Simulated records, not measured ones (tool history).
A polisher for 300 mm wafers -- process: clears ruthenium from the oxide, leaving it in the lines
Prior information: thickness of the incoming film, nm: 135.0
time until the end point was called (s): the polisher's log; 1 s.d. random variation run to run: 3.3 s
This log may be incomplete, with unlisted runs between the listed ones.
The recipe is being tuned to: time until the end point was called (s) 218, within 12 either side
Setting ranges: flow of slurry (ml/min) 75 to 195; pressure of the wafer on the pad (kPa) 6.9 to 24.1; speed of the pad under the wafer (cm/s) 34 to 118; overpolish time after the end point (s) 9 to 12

run  hour  flow of slurry (ml/min)  pressure of the wafer on the pad (kPa)  speed of the pad under the wafer (cm/s)  overpolish time after the end point (s)  time until the end point was called (s)
  1     0                      125                                    15.2                                       76                                       12                                   157.26
  2   7.2                      125                                    14.5                                       76                                       12                                   161.46
  3  12.8                      125                                    17.2                                       76                                       12                                   136.13
  4  18.3                      125                                    19.3                                       76                                       12                                   120.08
  5  21.4                      155                                    19.3                                       76                                       12                                   118.67
  6  28.6                      155                                    19.3                                       90                                       12                                   102.41
  7  31.6                      155                                    17.2                                       88                                       12                                    116.4
  8  34.5                      155                                    15.9                                       86                                       12                                   128.73
  9  35.1                      155                                    14.5                                       86                                       12                                   142.36
 10  43.4                      155                                    13.1                                       86                                       12                                   155.71
 11  44.6                      155                                    12.4                                       86                                       12                                   160.86
 12    52                      155                                    11.7                                       86                                       12                                   174.21
 13  53.7                      145                                       9                                       84                                       12                                   229.77

Which single option among these 5 for the next run brings every result within its allowed miss of target? Just one does.
  A  55.4                      165                                     8.3                                       84                                        9                                        ?
  B  55.4                      160                                     9.7                                       82                                        9                                        ?
  C  55.4                      165                                     6.9                                       92                                       12                                        ?
  D  55.4                      145                                     8.3                                       82                                       11                                        ?
  E  55.4                      145                                       9                                       76                                       11                                        ?

move  time until the end point was called (s)
   A                                   248.88
   B                                   219.83
   C                                   276.65
   D                                   259.08
   E                                    253.3
A: misses by more than the last run did
B: every result lands within tolerance
C: misses by more than the last run did
D: misses by more than the last run did
E: misses by more than the last run did
Answer: B
